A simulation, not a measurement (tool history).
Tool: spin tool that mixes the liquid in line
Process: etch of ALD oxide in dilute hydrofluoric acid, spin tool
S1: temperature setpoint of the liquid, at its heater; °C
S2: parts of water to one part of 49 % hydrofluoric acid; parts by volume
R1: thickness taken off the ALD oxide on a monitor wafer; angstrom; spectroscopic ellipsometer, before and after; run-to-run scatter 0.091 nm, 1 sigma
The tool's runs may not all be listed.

{"run": 1, "day": 0.0, "S1": 23, "S2": 155, "time under the liquid (s)": 300, "R1": 312.06}
{"run": 2, "day": 0.321, "S1": 19.5, "S2": 155, "time under the liquid (s)": 300, "R1": 273.39}
{"run": 3, "day": 0.625, "S1": 22, "S2": 155, "time under the liquid (s)": 300, "R1": 301.37}
{"run": 4, "day": 0.929, "S1": 22, "S2": 125, "time under the liquid (s)": 300, "R1": 385.31}
{"run": 5, "day": 1.046, "S1": 22, "S2": 170, "time under the liquid (s)": 300, "R1": 267.83}
{"run": 6, "day": 1.271, "S1": 22, "S2": 170, "time under the liquid (s)": 320, "R1": 287.83}

Run 7 comes next. What will it give?
{"run": 7, "day": 1.321, "S1": 18, "S2": 235, "time under the liquid (s)": 320, "R1": "?"}

R1: 168.5 angstrom
